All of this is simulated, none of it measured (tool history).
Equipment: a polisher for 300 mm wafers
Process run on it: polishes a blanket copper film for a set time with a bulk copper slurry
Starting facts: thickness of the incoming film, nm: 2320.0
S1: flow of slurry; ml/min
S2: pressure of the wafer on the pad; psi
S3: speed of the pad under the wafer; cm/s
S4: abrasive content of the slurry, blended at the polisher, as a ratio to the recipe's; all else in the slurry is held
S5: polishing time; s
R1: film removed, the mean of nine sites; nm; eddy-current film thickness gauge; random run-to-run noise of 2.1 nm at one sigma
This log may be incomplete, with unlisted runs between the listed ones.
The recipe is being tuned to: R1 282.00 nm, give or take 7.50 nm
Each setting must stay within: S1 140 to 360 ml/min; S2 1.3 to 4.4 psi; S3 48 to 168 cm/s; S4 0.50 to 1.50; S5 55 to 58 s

{"run": 1, "day": 0.0, "S1": 230, "S2": 2.8, "S3": 108, "S4": 1.0, "S5": 55, "R1": 484.1}
{"run": 2, "day": 0.179, "S1": 230, "S2": 2.8, "S3": 108, "S4": 1.0, "S5": 58, "R1": 507.78}
{"run": 3, "day": 0.504, "S1": 175, "S2": 2.8, "S3": 108, "S4": 1.0, "S5": 58, "R1": 491.52}
{"run": 4, "day": 0.662, "S1": 175, "S2": 2.8, "S3": 90, "S4": 1.0, "S5": 58, "R1": 421.92}
{"run": 5, "day": 0.967, "S1": 175, "S2": 2.8, "S3": 90, "S4": 1.0, "S5": 55, "R1": 401.2}
{"run": 6, "day": 1.004, "S1": 145, "S2": 2.8, "S3": 90, "S4": 1.0, "S5": 55, "R1": 397.62}
{"run": 7, "day": 1.304, "S1": 145, "S2": 2.0, "S3": 88, "S4": 1.0, "S5": 55, "R1": 307.39}
{"run": 8, "day": 1.479, "S1": 145, "S2": 1.9, "S3": 88, "S4": 1.0, "S5": 55, "R1": 297.62}

Consider the 4 candidate settings below. Which is the only one whose results all fall within their allowed miss of target?
{"run": "A", "day": 1.654, "S1": 145, "S2": 1.9, "S3": 82, "S4": 0.7, "S5": 55, "R1": "?"}
{"run": "B", "day": 1.654, "S1": 140, "S2": 2.3, "S3": 72, "S4": 0.65, "S5": 56, "R1": "?"}
{"run": "C", "day": 1.654, "S1": 155, "S2": 1.6, "S3": 78, "S4": 1.4, "S5": 58, "R1": "?"}
{"run": "D", "day": 1.654, "S1": 195, "S2": 1.7, "S3": 96, "S4": 1.1, "S5": 55, "R1": "?"}

move=A R1=259.76
move=B R1=264.83
move=C R1=277.36
move=D R1=313.47
A: moves the result that the last run missed by most past its target, out the other side
B: moves the result that the last run missed by most past its target, out the other side
C: every result lands within tolerance
D: misses by more than the last run did
Correct choice: C, which meets every target

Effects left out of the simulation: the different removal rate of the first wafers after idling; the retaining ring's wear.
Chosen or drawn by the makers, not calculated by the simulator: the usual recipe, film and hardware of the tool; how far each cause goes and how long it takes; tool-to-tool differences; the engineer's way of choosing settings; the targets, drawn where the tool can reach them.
